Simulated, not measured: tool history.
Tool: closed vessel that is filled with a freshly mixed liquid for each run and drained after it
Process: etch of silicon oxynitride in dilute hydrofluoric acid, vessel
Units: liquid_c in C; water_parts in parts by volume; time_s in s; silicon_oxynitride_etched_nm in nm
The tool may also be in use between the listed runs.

run,day,liquid_c,water_parts,time_s,silicon_oxynitride_etched_nm
1,0,21,90,1640,40.251
2,0.112,24,90,1640,46.653
3,0.467,22,105,1640,36.144
4,0.775,20.5,105,1640,33.044
5,0.854,19.5,115,1640,29.261
6,0.979,18.5,120,1640,26.564
7,1.062,18,125,1640,24.681

The next listed run, before its measurement:
8,1.292,17.5,130,1640,?

{"run 8": {"silicon_oxynitride_etched_nm": 23.253}}
